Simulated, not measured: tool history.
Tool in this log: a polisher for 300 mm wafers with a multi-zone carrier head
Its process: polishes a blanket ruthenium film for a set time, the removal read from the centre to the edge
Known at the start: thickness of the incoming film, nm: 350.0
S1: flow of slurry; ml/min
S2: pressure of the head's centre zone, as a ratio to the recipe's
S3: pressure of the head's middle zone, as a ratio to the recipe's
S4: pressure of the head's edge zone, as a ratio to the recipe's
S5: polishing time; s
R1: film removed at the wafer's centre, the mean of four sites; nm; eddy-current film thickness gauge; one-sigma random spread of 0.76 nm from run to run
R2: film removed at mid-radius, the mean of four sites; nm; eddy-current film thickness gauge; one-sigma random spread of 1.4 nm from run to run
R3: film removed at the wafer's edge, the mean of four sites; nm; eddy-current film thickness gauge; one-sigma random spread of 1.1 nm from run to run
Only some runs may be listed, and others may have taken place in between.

run 1 hour=0 | S1=220 S2=1 S3=1 S4=1 S5=83 | R1=97.791 R2=100.5 R3=98.699
run 2 hour=7.1 | S1=235 S2=1.02 S3=1.03 S4=1.05 S5=84 | R1=101.89 R2=105.03 R3=102.34
run 3 hour=10.6 | S1=215 S2=1.02 S3=1.03 S4=1.05 S5=84 | R1=101.79 R2=105.85 R3=102.64
run 4 hour=17.6 | S1=215 S2=1.02 S3=0.97 S4=1.05 S5=84 | R1=101.74 R2=97.82 R3=103.46
run 5 hour=22.9 | S1=175 S2=1.02 S3=0.97 S4=1.05 S5=84 | R1=97.525 R2=94.339 R3=102.15
run 6 hour=24.1 | S1=175 S2=1.02 S3=0.97 S4=1.08 S5=84 | R1=98.551 R2=95.728 R3=100.74

What does the tool deliver on the next run?
run 7 hour=28.3 | S1=200 S2=1.02 S3=0.99 S4=1.1 S5=86 | R1=? R2=? R3=?

{"run 7": {"R1": 102.31, "R2": 104.07, "R3": 105.01}}

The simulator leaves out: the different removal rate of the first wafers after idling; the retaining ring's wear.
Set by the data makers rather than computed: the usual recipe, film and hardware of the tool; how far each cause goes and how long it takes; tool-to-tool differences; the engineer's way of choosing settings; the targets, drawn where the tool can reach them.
